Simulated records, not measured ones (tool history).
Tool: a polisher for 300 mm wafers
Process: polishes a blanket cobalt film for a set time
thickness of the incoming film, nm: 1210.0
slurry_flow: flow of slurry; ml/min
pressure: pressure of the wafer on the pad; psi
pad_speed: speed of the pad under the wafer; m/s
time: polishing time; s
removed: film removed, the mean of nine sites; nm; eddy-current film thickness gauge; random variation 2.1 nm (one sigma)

Run 1, hour 0: slurry_flow 270 ml/min, pressure 1.7 psi, pad_speed 1.3 m/s, time 23 s. Result: removed 111.76 nm.
Run 2, hour 8.2: slurry_flow 270 ml/min, pressure 1.7 psi, pad_speed 1.6 m/s, time 23 s. Result: removed 128.27 nm.
Run 3, hour 16.1: slurry_flow 215 ml/min, pressure 1.7 psi, pad_speed 1.6 m/s, time 23 s. Result: removed 124.48 nm.
Run 4, hour 22: slurry_flow 215 ml/min, pressure 2 psi, pad_speed 1.6 m/s, time 23 s. Result: removed 140.48 nm.
Run 5, hour 26: slurry_flow 215 ml/min, pressure 2.3 psi, pad_speed 1.6 m/s, time 23 s. Result: removed 157.61 nm.
Run 6, hour 30: slurry_flow 260 ml/min, pressure 2.3 psi, pad_speed 1.6 m/s, time 23 s. Result: removed 163.61 nm.
Run 7, hour 32.1: slurry_flow 270 ml/min, pressure 2.4 psi, pad_speed 1.6 m/s, time 23 s. Result: removed 173.16 nm.
Run 8, hour 33.6: slurry_flow 285 ml/min, pressure 2.5 psi, pad_speed 1.6 m/s, time 23 s. Result: removed 179.61 nm.
Run 9, hour 35.9: slurry_flow 290 ml/min, pressure 2.6 psi, pad_speed 1.6 m/s, time 23 s. Result: removed 178.25 nm.

Run 10 comes next. What will it give?
Run 10, hour 41.1: slurry_flow 290 ml/min, pressure 2.6 psi, pad_speed 1.62 m/s, time 23 s. Result: removed ?.

removed: 184.75 nm
